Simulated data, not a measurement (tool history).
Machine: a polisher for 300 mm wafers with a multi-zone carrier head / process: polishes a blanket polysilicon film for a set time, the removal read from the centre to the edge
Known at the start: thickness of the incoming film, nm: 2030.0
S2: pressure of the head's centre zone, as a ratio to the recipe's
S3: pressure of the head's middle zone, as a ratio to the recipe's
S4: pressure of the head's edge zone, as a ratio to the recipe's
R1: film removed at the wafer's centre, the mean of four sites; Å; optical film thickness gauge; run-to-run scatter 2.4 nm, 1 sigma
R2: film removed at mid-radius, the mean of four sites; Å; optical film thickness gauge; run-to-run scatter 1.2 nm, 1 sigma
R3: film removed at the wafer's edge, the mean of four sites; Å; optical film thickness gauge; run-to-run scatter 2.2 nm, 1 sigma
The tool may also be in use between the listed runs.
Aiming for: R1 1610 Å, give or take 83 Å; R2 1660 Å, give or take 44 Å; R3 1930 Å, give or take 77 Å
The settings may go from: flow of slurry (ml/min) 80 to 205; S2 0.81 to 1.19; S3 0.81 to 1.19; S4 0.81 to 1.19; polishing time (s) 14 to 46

run 1 day=0 | flow_of_slurry_(ml/min)=135 S2=1 S3=1 S4=1 polishing_time_(s)=30 | R1=2570.5 R2=2507.4 R3=2504.6
run 2 day=0.229 | flow_of_slurry_(ml/min)=130 S2=0.97 S3=0.97 S4=1 polishing_time_(s)=29 | R1=2359.5 R2=2364.8 R3=2368.3
run 3 day=0.388 | flow_of_slurry_(ml/min)=130 S2=0.93 S3=0.97 S4=1 polishing_time_(s)=29 | R1=2242.7 R2=2349.7 R3=2396
run 4 day=0.621 | flow_of_slurry_(ml/min)=130 S2=0.93 S3=0.97 S4=0.92 polishing_time_(s)=29 | R1=2305.2 R2=2362.3 R3=2360.1
run 5 day=0.854 | flow_of_slurry_(ml/min)=125 S2=0.92 S3=0.94 S4=0.93 polishing_time_(s)=28 | R1=2127.6 R2=2188 R3=2250.5
run 6 day=0.896 | flow_of_slurry_(ml/min)=120 S2=0.91 S3=0.92 S4=0.93 polishing_time_(s)=27 | R1=2067.8 R2=2060.2 R3=2221.2
run 7 day=1.15 | flow_of_slurry_(ml/min)=115 S2=0.9 S3=0.91 S4=0.93 polishing_time_(s)=26 | R1=1921.5 R2=1960.4 R3=2080.3
run 8 day=1.283 | flow_of_slurry_(ml/min)=110 S2=0.89 S3=0.89 S4=0.93 polishing_time_(s)=26 | R1=1938 R2=1937.1 R3=2051.6
run 9 day=1.421 | flow_of_slurry_(ml/min)=115 S2=0.88 S3=0.88 S4=0.95 polishing_time_(s)=25 | R1=1872.9 R2=1873.4 R3=2036.5
run 10 day=1.512 | flow_of_slurry_(ml/min)=110 S2=0.87 S3=0.87 S4=0.96 polishing_time_(s)=25 | R1=1794.4 R2=1810.4 R3=2067.5
run 11 day=1.85 | flow_of_slurry_(ml/min)=105 S2=0.86 S3=0.87 S4=0.95 polishing_time_(s)=25 | R1=1782.1 R2=1821.9 R3=1993
run 12 day=2.038 | flow_of_slurry_(ml/min)=105 S2=0.85 S3=0.86 S4=0.96 polishing_time_(s)=25 | R1=1738.7 R2=1790.3 R3=2002.1
run 13 day=2.138 | flow_of_slurry_(ml/min)=100 S2=0.84 S3=0.85 S4=0.96 polishing_time_(s)=25 | R1=1701.6 R2=1755.9 R3=1998
run 14 day=2.242 | flow_of_slurry_(ml/min)=95 S2=0.84 S3=0.85 S4=0.96 polishing_time_(s)=25 | R1=1750.9 R2=1758.8 R3=1979.7
run 15 day=2.588 | flow_of_slurry_(ml/min)=95 S2=0.83 S3=0.85 S4=0.96 polishing_time_(s)=25 | R1=1706.2 R2=1764 R3=1983.5
run 16 day=2.908 | flow_of_slurry_(ml/min)=95 S2=0.83 S3=0.84 S4=0.96 polishing_time_(s)=25 | R1=1627.2 R2=1736.5 R3=1947.3

Exactly one of the 4 candidate moves below puts every result within its allowed miss. Which one?
run A day=3.229 | flow_of_slurry_(ml/min)=85 S2=0.83 S3=0.97 S4=0.95 polishing_time_(s)=25 | R1=? R2=? R3=?
run B day=3.229 | flow_of_slurry_(ml/min)=80 S2=0.89 S3=0.91 S4=0.81 polishing_time_(s)=26 | R1=? R2=? R3=?
run C day=3.229 | flow_of_slurry_(ml/min)=110 S2=0.86 S3=0.86 S4=1.06 polishing_time_(s)=23 | R1=? R2=? R3=?
run D day=3.229 | flow_of_slurry_(ml/min)=85 S2=0.83 S3=0.88 S4=0.95 polishing_time_(s)=25 | R1=? R2=? R3=?

move=A R1=1633.9 R2=1900.6 R3=1955.1
move=B R1=1799 R2=1866.3 R3=1912.5
move=C R1=1641 R2=1679.3 R3=1935.5
move=D R1=1633 R2=1772.4 R3=1957.2
A: moves away from the targets compared with the last run
B: moves away from the targets compared with the last run
C: each result inside its tolerance
D: moves away from the targets compared with the last run
Correct choice: C, which meets every target
